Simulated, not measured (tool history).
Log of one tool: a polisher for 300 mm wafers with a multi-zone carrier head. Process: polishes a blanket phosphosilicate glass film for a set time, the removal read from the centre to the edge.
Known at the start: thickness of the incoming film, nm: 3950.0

run,day,flow of slurry (ml/min),pressure of the head's centre zone,pressure of the head's middle zone,pressure of the head's edge zone,abrasive content of the slurry,polishing time (s),film removed at the wafer's centre (angstrom),film removed at mid-radius (angstrom),film removed at the wafer's edge (angstrom)
1,0.000,320,1.00,1.00,1.00,1.00,71,4937.0,4887.1,4995.5
2,0.075,315,0.98,0.98,0.99,0.95,69,4614.7,4549.9,4736.2
3,0.392,315,1.07,0.98,0.99,0.95,69,5014.4,4593.8,4711.5
4,0.742,315,1.07,0.98,0.99,0.95,87,6329.4,5812.7,5981.1
5,0.929,315,1.13,0.98,0.99,0.95,87,6729.7,5677.4,5963.4
6,1.288,315,1.13,0.98,0.99,0.95,96,7391.0,6406.5,6611.1
7,1.604,310,1.09,0.97,0.99,0.90,91,6527.6,5804.3,6156.5
8,1.796,305,1.06,0.96,0.98,0.85,86,5868.7,5337.9,5605.4
9,2.083,300,1.03,0.95,0.98,0.80,82,5345.1,4914.9,5202.9
10,2.338,295,1.00,0.94,0.98,0.75,78,4844.7,4521.9,4873.3
11,2.583,290,0.98,0.93,0.98,0.70,75,4386.6,4218.5,4519.0
12,2.958,285,0.96,0.92,0.98,0.70,73,4170.3,3981.5,4380.8
13,3.108,280,0.94,0.91,0.97,0.70,71,3966.0,3858.0,4210.8
14,3.408,275,0.92,0.90,0.97,0.70,69,3711.1,3788.0,4174.3
15,3.567,275,0.91,0.89,0.96,0.70,67,3627.0,3552.1,3955.4
16,3.704,270,0.90,0.89,0.96,0.70,66,3531.2,3535.5,3868.8

Run 17 comes next. What will it give?
17,3.900,265,0.89,0.88,0.96,0.70,65,?,?,?

Run 17 gave film removed at the wafer's centre (angstrom) 3420.4, film removed at mid-radius (angstrom) 3421.2, film removed at the wafer's edge (angstrom) 3830.3.
